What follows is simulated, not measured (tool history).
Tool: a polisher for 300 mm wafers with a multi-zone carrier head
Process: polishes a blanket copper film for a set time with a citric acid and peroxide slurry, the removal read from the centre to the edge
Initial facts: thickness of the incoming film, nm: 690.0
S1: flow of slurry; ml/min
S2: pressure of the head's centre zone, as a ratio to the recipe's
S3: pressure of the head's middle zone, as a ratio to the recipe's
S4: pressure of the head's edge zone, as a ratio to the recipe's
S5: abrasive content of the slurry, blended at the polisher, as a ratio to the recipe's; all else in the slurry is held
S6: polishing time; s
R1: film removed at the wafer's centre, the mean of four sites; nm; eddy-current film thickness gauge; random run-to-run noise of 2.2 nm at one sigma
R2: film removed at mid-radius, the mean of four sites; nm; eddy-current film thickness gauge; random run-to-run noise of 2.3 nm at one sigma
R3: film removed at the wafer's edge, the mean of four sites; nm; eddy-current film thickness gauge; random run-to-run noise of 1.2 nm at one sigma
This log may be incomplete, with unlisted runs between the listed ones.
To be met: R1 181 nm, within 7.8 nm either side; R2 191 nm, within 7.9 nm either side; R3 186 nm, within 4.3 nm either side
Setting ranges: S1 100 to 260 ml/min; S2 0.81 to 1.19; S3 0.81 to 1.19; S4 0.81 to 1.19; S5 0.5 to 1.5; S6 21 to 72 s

run,hour,S1,S2,S3,S4,S5,S6,R1,R2,R3
1,0,165,1,1,1,1,46,146.51,153.66,154.12
2,2.9,130,1,1,1,1,46,139.16,141.75,150.17
3,10,130,1,1,1,0.85,46,134.65,137.31,141.73
4,16.3,110,1,1,1,0.85,46,125.1,132.14,136.02
5,19.3,150,1,1,1,0.85,46,137.04,141.87,146.1
6,22.1,150,0.91,1,1,0.85,46,127.37,139.57,146.04
7,30.3,200,1.01,1.1,1.1,1.1,48,167.46,177.12,179.72
8,36.7,205,1.01,1.11,1.1,1.1,48,166.8,183.67,178.66
9,38.5,210,1.02,1.11,1.1,1.1,48,171.41,182.33,178.83
10,40.7,210,1.02,1.11,1.1,1.1,48,171.74,184.88,179.7
11,41.6,215,1.02,1.11,1.1,1.1,48,171.71,188.51,179.79
12,50,235,1.05,1.09,1.14,1.1,48,177.31,184.06,186.44

Exercise: of the 5 proposed moves below, exactly one satisfies all targets within the stated allowed misses. Which move is it?
A,58.4,260,1.01,1.13,1.13,1.05,52,?,?,?
B,58.4,260,1.04,1.1,1.13,1.05,49,?,?,?
C,58.4,230,0.95,1.1,1.14,1.05,49,?,?,?
D,58.4,235,1.05,1.03,1.19,1,49,?,?,?
E,58.4,260,0.9,1.08,1.19,0.85,51,?,?,?

move,R1,R2,R3
A,184.87,199.03,197.92
B,179.39,183.88,186.56
C,161.05,181.24,185.32
D,175.92,170.64,187.18
E,150.85,176.66,186.49
A: takes the biggest miss from the last run beyond its target
B: hits every target within its allowed miss
C: further off than the last run
D: further off than the last run
E: further off than the last run
The move that meets every target is B.
